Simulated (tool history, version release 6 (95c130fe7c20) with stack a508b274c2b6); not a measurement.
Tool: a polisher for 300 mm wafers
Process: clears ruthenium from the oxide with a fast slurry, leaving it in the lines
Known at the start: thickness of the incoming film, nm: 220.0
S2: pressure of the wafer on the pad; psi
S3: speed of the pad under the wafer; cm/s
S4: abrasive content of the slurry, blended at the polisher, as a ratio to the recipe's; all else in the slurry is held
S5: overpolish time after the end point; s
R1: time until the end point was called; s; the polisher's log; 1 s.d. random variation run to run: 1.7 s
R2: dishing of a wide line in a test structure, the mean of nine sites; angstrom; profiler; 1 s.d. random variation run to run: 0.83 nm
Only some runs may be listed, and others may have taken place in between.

Run 1, day 0.000: flow of slurry (ml/min) 165, S2 2.0 psi, S3 126 cm/s, S4 1.0, S5 20 s. Result: R1 74.996 s, R2 505.95 angstrom.
Run 2, day 0.033: flow of slurry (ml/min) 165, S2 2.4 psi, S3 126 cm/s, S4 1.0, S5 20 s. Result: R1 63.612 s, R2 568.32 angstrom.
Run 3, day 0.188: flow of slurry (ml/min) 165, S2 2.1 psi, S3 124 cm/s, S4 1.0, S5 21 s. Result: R1 71.501 s, R2 529.39 angstrom.
Run 4, day 0.467: flow of slurry (ml/min) 165, S2 1.9 psi, S3 124 cm/s, S4 1.0, S5 21 s. Result: R1 80.001 s, R2 493.42 angstrom.
Run 5, day 0.612: flow of slurry (ml/min) 165, S2 1.9 psi, S3 124 cm/s, S4 1.0, S5 29 s. Result: R1 81.006 s, R2 655.38 angstrom.
Run 6, day 0.879: flow of slurry (ml/min) 165, S2 1.7 psi, S3 124 cm/s, S4 1.0, S5 29 s. Result: R1 89.065 s, R2 589.38 angstrom.
Run 7, day 1.000: flow of slurry (ml/min) 150, S2 1.1 psi, S3 120 cm/s, S4 1.0, S5 32 s. Result: R1 136.290 s, R2 445.13 angstrom.

What will run 8 give?
Run 8, day 1.208: flow of slurry (ml/min) 155, S2 1.1 psi, S3 120 cm/s, S4 1.0, S5 32 s. Result: R1 ?, R2 ?.

Logged for run 8: R1 137.830 s, R2 452.00 angstrom.
